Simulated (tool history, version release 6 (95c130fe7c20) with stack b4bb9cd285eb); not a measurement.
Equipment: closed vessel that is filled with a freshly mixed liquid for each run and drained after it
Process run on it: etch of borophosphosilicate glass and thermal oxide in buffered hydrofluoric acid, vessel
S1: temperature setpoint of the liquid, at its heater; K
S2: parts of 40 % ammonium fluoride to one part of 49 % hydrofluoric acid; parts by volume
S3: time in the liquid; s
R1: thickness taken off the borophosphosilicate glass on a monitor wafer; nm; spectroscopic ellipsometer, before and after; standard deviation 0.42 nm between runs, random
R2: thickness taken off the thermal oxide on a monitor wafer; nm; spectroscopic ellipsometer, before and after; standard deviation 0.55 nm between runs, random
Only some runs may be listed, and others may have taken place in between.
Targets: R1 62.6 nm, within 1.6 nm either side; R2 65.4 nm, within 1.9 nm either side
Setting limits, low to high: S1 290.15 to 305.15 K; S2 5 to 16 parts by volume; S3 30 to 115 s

run  hour      S1    S2  S3      R1      R2
  1     0  298.15   9.5  60  83.988  87.472
  2   8.4  300.15   9.5  60  93.247  97.078
  3  15.2  298.15   9.5  60  83.918  88.798
  4  21.9  295.65   9.5  60  73.471  75.694
  5  24.4  295.65   9.5  50  60.663  64.164
  6  32.4  295.65  10.5  50  56.866  59.228
  7  39.3  296.15  10.5  50  58.568  60.441
     44.3  -- hydrofluoric acid flow meter replaced
  8  44.3  297.65  10.5  50  60.143  62.779

Consider the 4 candidate settings below. Which is the only one whose results all fall within their allowed miss of target?
  A  49.3  297.15    15  70   ?   ?
  B  49.3  298.65    10  45   ?   ?
  C  49.3  300.15    11  45   ?   ?
  D  49.3  299.65  12.5  55   ?   ?

move      R1      R2
   A  57.051  60.401
   B  59.229  62.613
   C  58.426  61.858
   D  61.338  64.971
A: further off than the last run
B: further off than the last run
C: further off than the last run
D: hits every target within its allowed miss
Move D is the one to make.

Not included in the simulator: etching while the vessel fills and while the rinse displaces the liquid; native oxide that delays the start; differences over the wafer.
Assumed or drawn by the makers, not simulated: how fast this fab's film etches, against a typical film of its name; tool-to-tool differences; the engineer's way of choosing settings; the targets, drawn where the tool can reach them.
